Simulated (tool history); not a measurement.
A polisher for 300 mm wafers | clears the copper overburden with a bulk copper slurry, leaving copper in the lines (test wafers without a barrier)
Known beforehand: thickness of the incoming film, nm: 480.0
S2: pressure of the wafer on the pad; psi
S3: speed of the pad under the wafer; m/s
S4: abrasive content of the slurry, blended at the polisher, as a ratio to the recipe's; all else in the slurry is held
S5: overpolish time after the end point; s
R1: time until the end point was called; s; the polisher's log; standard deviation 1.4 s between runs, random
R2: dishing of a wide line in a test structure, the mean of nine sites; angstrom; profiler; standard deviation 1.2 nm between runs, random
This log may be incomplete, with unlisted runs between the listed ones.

run 1 day=0 | flow_of_slurry_(ml/min)=185 S2=2.4 S3=0.9 S4=1 S5=9 | R1=76.012 R2=384.07
run 2 day=0.125 | flow_of_slurry_(ml/min)=185 S2=2.2 S3=0.9 S4=1 S5=11 | R1=85.156 R2=411.1
run 3 day=0.346 | flow_of_slurry_(ml/min)=205 S2=2.2 S3=0.9 S4=1 S5=11 | R1=84.145 R2=437.6
run 4 day=0.375 | flow_of_slurry_(ml/min)=205 S2=2.2 S3=1.06 S4=1 S5=11 | R1=74.954 R2=489.22
run 5 day=0.65 | flow_of_slurry_(ml/min)=205 S2=2.2 S3=1.06 S4=1 S5=9 | R1=73.259 R2=392.96
run 6 day=0.846 | flow_of_slurry_(ml/min)=205 S2=2 S3=1.04 S4=1 S5=11 | R1=82.407 R2=437.62
-- day=1.146 slurry blender recalibrated
run 7 day=1.146 | flow_of_slurry_(ml/min)=205 S2=1.8 S3=1.04 S4=1 S5=12 | R1=86.551 R2=433.85

Expected results for the next run?
run 8 day=1.438 | flow_of_slurry_(ml/min)=195 S2=1.2 S3=0.98 S4=1 S5=16 | R1=? R2=?

R1: 131.21 s
R2: 384.45 angstrom
